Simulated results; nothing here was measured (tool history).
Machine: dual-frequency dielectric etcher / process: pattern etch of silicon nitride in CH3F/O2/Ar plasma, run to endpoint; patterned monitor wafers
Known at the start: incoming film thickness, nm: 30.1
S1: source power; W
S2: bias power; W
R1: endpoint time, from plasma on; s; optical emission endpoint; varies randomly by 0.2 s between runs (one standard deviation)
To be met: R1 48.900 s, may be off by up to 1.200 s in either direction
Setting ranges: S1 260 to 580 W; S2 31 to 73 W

Run 1, hour 0.0: S1 420 W, S2 52 W. Result: R1 54.868 s.
Run 2, hour 8.1: S1 420 W, S2 45 W. Result: R1 57.152 s.
Run 3, hour 9.8: S1 420 W, S2 50 W. Result: R1 55.834 s.
Run 4, hour 10.3: S1 360 W, S2 50 W. Result: R1 58.136 s.
Run 5, hour 13.8: S1 360 W, S2 46 W. Result: R1 59.647 s.
Run 6, hour 22.6: S1 390 W, S2 48 W. Result: R1 56.997 s.
Run 7, hour 27.6: S1 420 W, S2 50 W. Result: R1 56.106 s.
Run 8, hour 36.1: S1 440 W, S2 53 W. Result: R1 53.981 s.

Exactly one of the 5 candidate moves below puts every result within its allowed miss. Which one?
Run A, hour 44.6: S1 580 W, S2 63 W. Result: R1 ?.
Run B, hour 44.6: S1 550 W, S2 73 W. Result: R1 ?.
Run C, hour 44.6: S1 510 W, S2 73 W. Result: R1 ?.
Run D, hour 44.6: S1 380 W, S2 45 W. Result: R1 ?.
Run E, hour 44.6: S1 490 W, S2 64 W. Result: R1 ?.

move      R1
   A  46.499
   B  45.322
   C  46.444
   D  58.431
   E  48.914
A: takes the biggest miss from the last run beyond its target
B: takes the biggest miss from the last run beyond its target
C: takes the biggest miss from the last run beyond its target
D: lands further from the targets than the last run did
E: in spec on every target
Correct choice: E, which meets every target
